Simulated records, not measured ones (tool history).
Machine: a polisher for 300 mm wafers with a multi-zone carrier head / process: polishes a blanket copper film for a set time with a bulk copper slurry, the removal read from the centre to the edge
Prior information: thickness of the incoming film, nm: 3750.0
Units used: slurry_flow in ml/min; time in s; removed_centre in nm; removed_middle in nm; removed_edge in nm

run 1 hour=0 | slurry_flow=170 centre_zone=1 middle_zone=1 edge_zone=1 slurry_solids=1 time=87 | removed_centre=672.17 removed_middle=684.81 removed_edge=659.98
run 2 hour=5.7 | slurry_flow=160 centre_zone=0.99 middle_zone=0.96 edge_zone=0.97 slurry_solids=0.95 time=87 | removed_centre=624.41 removed_middle=660.52 removed_edge=644
run 3 hour=12.2 | slurry_flow=160 centre_zone=0.99 middle_zone=0.96 edge_zone=0.97 slurry_solids=0.75 time=87 | removed_centre=619.35 removed_middle=625.71 removed_edge=607.01
run 4 hour=16.5 | slurry_flow=150 centre_zone=1 middle_zone=0.93 edge_zone=0.96 slurry_solids=0.7 time=87 | removed_centre=591 removed_middle=590.89 removed_edge=585.97
run 5 hour=18.1 | slurry_flow=140 centre_zone=1.02 middle_zone=0.91 edge_zone=0.96 slurry_solids=0.7 time=87 | removed_centre=589.78 removed_middle=562.7 removed_edge=588.34
run 6 hour=19 | slurry_flow=140 centre_zone=1.02 middle_zone=0.91 edge_zone=0.96 slurry_solids=0.7 time=75 | removed_centre=505.25 removed_middle=490.08 removed_edge=502.39
run 7 hour=27.3 | slurry_flow=150 centre_zone=1.03 middle_zone=0.91 edge_zone=0.98 slurry_solids=0.7 time=75 | removed_centre=534.04 removed_middle=494.04 removed_edge=515.64

Predict the results of run 8:
run 8 hour=33.8 | slurry_flow=155 centre_zone=1.03 middle_zone=0.91 edge_zone=0.99 slurry_solids=0.7 time=75 | removed_centre=? removed_middle=? removed_edge=?

{"run 8": {"removed_centre": 522.01, "removed_middle": 503.05, "removed_edge": 510.77}}
